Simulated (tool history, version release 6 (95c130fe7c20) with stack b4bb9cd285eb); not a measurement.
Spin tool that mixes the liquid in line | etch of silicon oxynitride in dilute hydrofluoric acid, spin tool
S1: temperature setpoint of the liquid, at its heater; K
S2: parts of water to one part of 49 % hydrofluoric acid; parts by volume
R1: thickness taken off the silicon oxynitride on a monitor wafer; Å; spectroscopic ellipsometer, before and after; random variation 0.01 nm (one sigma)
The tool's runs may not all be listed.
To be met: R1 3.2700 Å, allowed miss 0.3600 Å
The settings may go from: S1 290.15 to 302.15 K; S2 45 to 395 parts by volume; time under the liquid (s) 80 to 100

run 1 hour=0.0 | S1=294.15 S2=220 time_under_the_liquid_(s)=100 | R1=6.1079
run 2 hour=6.9 | S1=292.15 S2=220 time_under_the_liquid_(s)=100 | R1=5.3512
run 3 hour=13.9 | S1=292.15 S2=230 time_under_the_liquid_(s)=100 | R1=5.0988
run 4 hour=15.8 | S1=290.15 S2=230 time_under_the_liquid_(s)=100 | R1=4.7035
run 5 hour=19.5 | S1=290.15 S2=230 time_under_the_liquid_(s)=100 | R1=4.7918
run 6 hour=26.7 | S1=290.15 S2=240 time_under_the_liquid_(s)=100 | R1=4.4685
run 7 hour=27.5 | S1=290.15 S2=250 time_under_the_liquid_(s)=100 | R1=4.2369
run 8 hour=31.8 | S1=290.15 S2=255 time_under_the_liquid_(s)=100 | R1=3.9905

Which of these 5 next moves meets every target?
run A hour=36.1 | S1=292.15 S2=225 time_under_the_liquid_(s)=100 | R1=?
run B hour=36.1 | S1=290.15 S2=245 time_under_the_liquid_(s)=95 | R1=?
run C hour=36.1 | S1=290.15 S2=230 time_under_the_liquid_(s)=100 | R1=?
run D hour=36.1 | S1=290.15 S2=305 time_under_the_liquid_(s)=95 | R1=?
run E hour=36.1 | S1=294.15 S2=270 time_under_the_liquid_(s)=100 | R1=?

move=A R1=4.8874
move=B R1=3.8383
move=C R1=4.3408
move=D R1=2.9825
move=E R1=4.3360
A: further off than the last run
B: nearer than the last run, and not there yet
C: further off than the last run
D: meets every target
E: further off than the last run
Move D is the one to make.
